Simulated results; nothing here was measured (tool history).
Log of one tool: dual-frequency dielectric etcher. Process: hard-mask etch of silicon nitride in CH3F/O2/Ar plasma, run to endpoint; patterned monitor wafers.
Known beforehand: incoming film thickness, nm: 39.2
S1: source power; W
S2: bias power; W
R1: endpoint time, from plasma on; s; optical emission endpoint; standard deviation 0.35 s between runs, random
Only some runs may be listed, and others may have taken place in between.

run,hour,S1,S2,R1
1,0.0,520,95,46.928
2,5.8,520,107,44.906
3,13.6,520,119,42.788
4,14.2,520,129,41.625
5,15.0,520,133,41.348
6,20.6,460,133,43.179

Predict the results of run 7:
7,22.2,360,114,?

For run 7 the tool returned R1 49.157 s.

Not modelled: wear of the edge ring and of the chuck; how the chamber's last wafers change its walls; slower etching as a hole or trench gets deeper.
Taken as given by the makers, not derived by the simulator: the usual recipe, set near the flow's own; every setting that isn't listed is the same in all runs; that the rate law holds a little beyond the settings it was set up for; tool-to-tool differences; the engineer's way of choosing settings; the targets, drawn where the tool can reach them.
